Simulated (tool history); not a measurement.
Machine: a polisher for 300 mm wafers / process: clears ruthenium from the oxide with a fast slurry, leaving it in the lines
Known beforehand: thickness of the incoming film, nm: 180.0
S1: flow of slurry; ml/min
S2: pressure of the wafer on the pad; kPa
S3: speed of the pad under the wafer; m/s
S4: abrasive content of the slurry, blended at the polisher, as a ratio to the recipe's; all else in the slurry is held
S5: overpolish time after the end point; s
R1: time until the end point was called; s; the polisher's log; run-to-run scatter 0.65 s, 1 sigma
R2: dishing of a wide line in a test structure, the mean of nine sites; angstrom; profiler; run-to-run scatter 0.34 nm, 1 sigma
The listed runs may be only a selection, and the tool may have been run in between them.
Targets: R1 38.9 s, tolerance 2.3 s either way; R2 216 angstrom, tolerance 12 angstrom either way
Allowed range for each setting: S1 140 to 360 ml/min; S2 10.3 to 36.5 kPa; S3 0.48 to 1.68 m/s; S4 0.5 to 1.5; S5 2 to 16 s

run  hour   S1    S2    S3  S4  S5      R1      R2
  1     0  230  23.4  1.08   1   8  33.147  384.38
  2   3.4  230    29  1.08   1   8  28.618  443.67
  3   9.5  230  26.2  1.08   1   7  32.142  363.44
  4  12.1  230  25.5  1.08   1   6   31.69  311.67
  5  13.2  230  25.5  1.08   1   9  31.934  440.72
  6  19.2  230  24.1  1.08   1   8  32.431  379.17
  7  23.8  230  22.1  1.08   1   7  36.243  314.29
  8  31.1  230  21.4  1.08   1   6  37.575  274.06
  9  37.8  230  20.7  1.08   1   4  36.894  182.64

Pick the move, out of 5, that brings all results within their allowed miss; only one does.
  A  44.5  305  23.4  1.34  0.65   4   ?   ?
  B  44.5  220  21.4  1.16     1   4   ?   ?
  C  44.5  205  18.6  0.94   1.1   7   ?   ?
  D  44.5  225    20  0.98  1.15   6   ?   ?
  E  44.5  235  17.9   1.1  1.05   5   ?   ?

move      R1      R2
   A  34.098   199.2
   B  34.246  198.38
   C   44.55   261.7
   D   39.34  254.59
   E  39.782  212.55
A: an improvement on the last run, though not all results are within tolerance
B: an improvement on the last run, though not all results are within tolerance
C: carries the result that was furthest off beyond its target, to the other side
D: carries the result that was furthest off beyond its target, to the other side
E: every result within its allowed miss
Answer: E
